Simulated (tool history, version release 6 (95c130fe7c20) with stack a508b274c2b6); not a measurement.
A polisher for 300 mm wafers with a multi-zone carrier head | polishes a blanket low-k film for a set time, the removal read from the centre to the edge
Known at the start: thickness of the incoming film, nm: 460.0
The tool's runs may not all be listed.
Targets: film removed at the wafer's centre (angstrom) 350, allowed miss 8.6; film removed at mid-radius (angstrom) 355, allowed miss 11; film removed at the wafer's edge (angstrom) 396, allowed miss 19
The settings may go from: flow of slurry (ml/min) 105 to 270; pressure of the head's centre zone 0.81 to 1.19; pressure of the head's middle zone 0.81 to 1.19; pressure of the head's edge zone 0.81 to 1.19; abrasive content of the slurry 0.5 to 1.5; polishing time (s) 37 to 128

run    day  flow of slurry (ml/min)  pressure of the head's centre zone  pressure of the head's middle zone  pressure of the head's edge zone  abrasive content of the slurry  polishing time (s)  film removed at the wafer's centre (angstrom)  film removed at mid-radius (angstrom)  film removed at the wafer's edge (angstrom)
  1      0                      175                                   1                                   1                                 1                               1                  82                                         307.48                                 308.85                                       300.81
  2  0.358                      175                                   1                                1.04                                 1                               1                  82                                         304.42                                 321.44                                       304.44
  3  0.612                      175                                0.95                                1.04                                 1                               1                  82                                          289.3                                 321.25                                       306.42
  4  0.758                      175                                0.95                                1.04                              0.96                               1                  82                                         289.65                                 315.64                                       299.57
  5  0.825                      175                                0.95                                1.04                              1.02                               1                  82                                         289.02                                  319.8                                       295.55
  6  1.008                      175                                0.95                                1.04                              1.02                               1                  63                                         220.45                                 243.89                                       234.39
  7  1.175                      165                                0.94                                1.01                              1.05                             1.1                  68                                         237.81                                 264.05                                        259.4
  8  1.354                      160                                0.95                                0.98                              1.08                             1.2                  72                                         262.64                                 279.43                                       289.31
  9  1.467                      165                                0.96                                0.97                               1.1                            1.25                  74                                         279.62                                 286.43                                       302.72
 10  1.721                      165                                0.96                                0.97                              1.12                             1.3                  76                                         291.46                                 297.01                                       316.89
 11  1.921                      165                                0.96                                0.97                              1.13                            1.35                  78                                         297.31                                 311.76                                       330.98
 12  1.979                      215                                0.99                                0.92                              1.19                             1.5                  83                                         356.08                                 339.77                                        373.1
 13  2.029                      205                                0.98                                0.92                              1.19                             1.5                  84                                         354.08                                 338.35                                       392.34

Which of these 5 next moves meets every target?
  A  2.079                      180                                0.94                                0.94                              1.14                             1.5                  88                                              ?                                      ?                                            ?
  B  2.079                      185                                0.96                                0.84                              1.19                             1.5                  90                                              ?                                      ?                                            ?
  C  2.079                      215                                0.98                                1.01                              1.17                             1.4                  81                                              ?                                      ?                                            ?
  D  2.079                      195                                0.99                                0.95                              1.19                            1.45                  82                                              ?                                      ?                                            ?
  E  2.079                      230                                0.99                                0.89                              1.17                            1.35                  85                                              ?                                      ?                                            ?

move  film removed at the wafer's centre (angstrom)  film removed at mid-radius (angstrom)  film removed at the wafer's edge (angstrom)
   A                                            352                                    354                                       391.76
   B                                         369.41                                 331.36                                       411.67
   C                                         341.92                                 348.85                                       365.42
   D                                         347.39                                 333.88                                       373.25
   E                                         362.06                                 328.83                                       382.65
A: meets every target
B: further off than the last run
C: brings the result that was furthest off to its target, and leaves another outside
D: further off than the last run
E: further off than the last run
The right move is A.
